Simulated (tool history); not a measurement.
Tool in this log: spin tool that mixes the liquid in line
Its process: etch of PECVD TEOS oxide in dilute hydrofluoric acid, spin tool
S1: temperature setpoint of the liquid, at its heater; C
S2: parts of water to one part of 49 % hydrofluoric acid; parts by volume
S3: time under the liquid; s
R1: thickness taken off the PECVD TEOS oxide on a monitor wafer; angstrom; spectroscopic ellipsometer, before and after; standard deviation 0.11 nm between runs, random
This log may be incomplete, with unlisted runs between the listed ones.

run	hour	S1	S2	S3	R1
1	0	21	260	265	141.08
2	6.3	22.5	260	265	147.9
3	13.2	20.5	260	265	138.77
4	19.5	20.5	260	265	137.86
5	25.9	22	260	265	146.86
6	31.8	23	260	265	151.67
7	37.9	24	260	265	156.59
8	38.7	24.5	260	265	161.08

What does the tool deliver on the next run?
9	42.8	25	260	265	?

R1: 163.12 angstrom

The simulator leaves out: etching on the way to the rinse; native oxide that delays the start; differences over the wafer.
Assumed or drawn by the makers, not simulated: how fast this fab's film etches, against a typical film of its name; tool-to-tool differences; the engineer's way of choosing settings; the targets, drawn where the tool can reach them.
